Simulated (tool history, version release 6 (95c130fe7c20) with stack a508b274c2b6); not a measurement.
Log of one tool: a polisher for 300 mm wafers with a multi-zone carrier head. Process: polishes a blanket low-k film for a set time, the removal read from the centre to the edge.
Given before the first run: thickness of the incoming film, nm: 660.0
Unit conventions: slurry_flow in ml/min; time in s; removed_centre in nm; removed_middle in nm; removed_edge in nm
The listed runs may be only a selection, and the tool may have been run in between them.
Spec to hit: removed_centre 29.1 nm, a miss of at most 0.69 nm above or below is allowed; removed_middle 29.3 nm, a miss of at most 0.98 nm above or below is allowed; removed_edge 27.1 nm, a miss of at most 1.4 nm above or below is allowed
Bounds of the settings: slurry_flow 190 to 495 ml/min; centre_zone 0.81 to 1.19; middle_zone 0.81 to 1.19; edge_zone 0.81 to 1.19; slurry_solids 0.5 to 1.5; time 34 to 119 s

run 1 hour=0 | slurry_flow=320 centre_zone=1 middle_zone=1 edge_zone=1 slurry_solids=1 time=76 | removed_centre=24.858 removed_middle=24.92 removed_edge=25.823
run 2 hour=0.8 | slurry_flow=330 centre_zone=1.03 middle_zone=1.03 edge_zone=1 slurry_solids=1 time=76 | removed_centre=25.277 removed_middle=26.05 removed_edge=25.055
run 3 hour=4.1 | slurry_flow=290 centre_zone=1.03 middle_zone=1.03 edge_zone=1 slurry_solids=1 time=76 | removed_centre=25.364 removed_middle=25.439 removed_edge=25.13
run 4 hour=10.4 | slurry_flow=290 centre_zone=1.03 middle_zone=1.03 edge_zone=1 slurry_solids=1 time=59 | removed_centre=19.495 removed_middle=19.97 removed_edge=19.266
run 5 hour=17.6 | slurry_flow=300 centre_zone=1.05 middle_zone=1.04 edge_zone=1.03 slurry_solids=1.15 time=60 | removed_centre=21.787 removed_middle=22.275 removed_edge=22.508
run 6 hour=20.3 | slurry_flow=245 centre_zone=1.05 middle_zone=1.04 edge_zone=1.03 slurry_solids=1.15 time=60 | removed_centre=21.566 removed_middle=21.77 removed_edge=21.759
run 7 hour=24 | slurry_flow=255 centre_zone=1.08 middle_zone=1.07 edge_zone=1.03 slurry_solids=1.25 time=60 | removed_centre=23.285 removed_middle=23.669 removed_edge=22.901
run 8 hour=28.8 | slurry_flow=320 centre_zone=1.18 middle_zone=1.17 edge_zone=1.13 slurry_solids=1.5 time=61 | removed_centre=27.838 removed_middle=28.505 removed_edge=26.516
run 9 hour=37.3 | slurry_flow=325 centre_zone=1.18 middle_zone=1.17 edge_zone=1.13 slurry_solids=1.5 time=62 | removed_centre=28.222 removed_middle=29.099 removed_edge=27.825
run 10 hour=38.6 | slurry_flow=325 centre_zone=1.18 middle_zone=1.17 edge_zone=1.13 slurry_solids=1.5 time=62 | removed_centre=28.711 removed_middle=28.543 removed_edge=27.652

Which one of the following 5 next-run settings gets every result inside its allowed miss? There is exactly one.
run A hour=39.9 | slurry_flow=365 centre_zone=1.07 middle_zone=1.11 edge_zone=1.18 slurry_solids=1.45 time=65 | removed_centre=? removed_middle=? removed_edge=?
run B hour=39.9 | slurry_flow=350 centre_zone=1.19 middle_zone=1.12 edge_zone=1.13 slurry_solids=1.45 time=61 | removed_centre=? removed_middle=? removed_edge=?
run C hour=39.9 | slurry_flow=300 centre_zone=1.13 middle_zone=1.19 edge_zone=1.17 slurry_solids=1.4 time=64 | removed_centre=? removed_middle=? removed_edge=?
run D hour=39.9 | slurry_flow=335 centre_zone=1.19 middle_zone=1.16 edge_zone=1.08 slurry_solids=1.5 time=63 | removed_centre=? removed_middle=? removed_edge=?
run E hour=39.9 | slurry_flow=320 centre_zone=1.17 middle_zone=1.16 edge_zone=1.15 slurry_solids=1.5 time=60 | removed_centre=? removed_middle=? removed_edge=?

move=A removed_centre=27.324 removed_middle=28.76 removed_edge=28.154
move=B removed_centre=27.78 removed_middle=27.115 removed_edge=25.761
move=C removed_centre=27.261 removed_middle=29.22 removed_edge=26.875
move=D removed_centre=29.023 removed_middle=29.199 removed_edge=26.287
move=E removed_centre=27.183 removed_middle=27.723 removed_edge=25.815
A: the worst result of the last run now meets its target, but another is out of spec
B: the biggest miss grows against the last run
C: the worst result of the last run now meets its target, but another is out of spec
D: meets every target
E: the biggest miss grows against the last run
Correct choice: D, which meets every target

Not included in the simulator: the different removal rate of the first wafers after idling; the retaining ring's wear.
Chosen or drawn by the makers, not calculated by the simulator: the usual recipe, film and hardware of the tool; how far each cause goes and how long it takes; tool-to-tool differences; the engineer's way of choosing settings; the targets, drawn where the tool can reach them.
